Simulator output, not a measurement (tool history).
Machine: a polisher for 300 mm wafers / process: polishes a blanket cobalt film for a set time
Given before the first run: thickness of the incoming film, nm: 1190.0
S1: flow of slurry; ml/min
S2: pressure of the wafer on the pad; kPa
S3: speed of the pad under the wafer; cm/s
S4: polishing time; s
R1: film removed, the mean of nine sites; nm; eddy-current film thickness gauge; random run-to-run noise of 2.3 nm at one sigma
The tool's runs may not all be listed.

Run 1, hour 0: S1 140 ml/min, S2 15.9 kPa, S3 78 cm/s, S4 53 s. Result: R1 282.22 nm.
Run 2, hour 0.6: S1 170 ml/min, S2 15.9 kPa, S3 78 cm/s, S4 53 s. Result: R1 292.4 nm.
Run 3, hour 2.9: S1 170 ml/min, S2 15.2 kPa, S3 78 cm/s, S4 53 s. Result: R1 280.54 nm.
Run 4, hour 10: S1 170 ml/min, S2 15.2 kPa, S3 70 cm/s, S4 53 s. Result: R1 253.66 nm.
Run 5, hour 13.3: S1 170 ml/min, S2 15.2 kPa, S3 78 cm/s, S4 53 s. Result: R1 282.01 nm.
Run 6, hour 14.6: S1 165 ml/min, S2 14.5 kPa, S3 78 cm/s, S4 53 s. Result: R1 268.92 nm.
Run 7, hour 17.9: S1 165 ml/min, S2 13.8 kPa, S3 78 cm/s, S4 53 s. Result: R1 259.93 nm.

For run 8, what comes out?
Run 8, hour 21.9: S1 165 ml/min, S2 13.1 kPa, S3 78 cm/s, S4 53 s. Result: R1 ?.

{"run 8": {"R1": 247.98}}
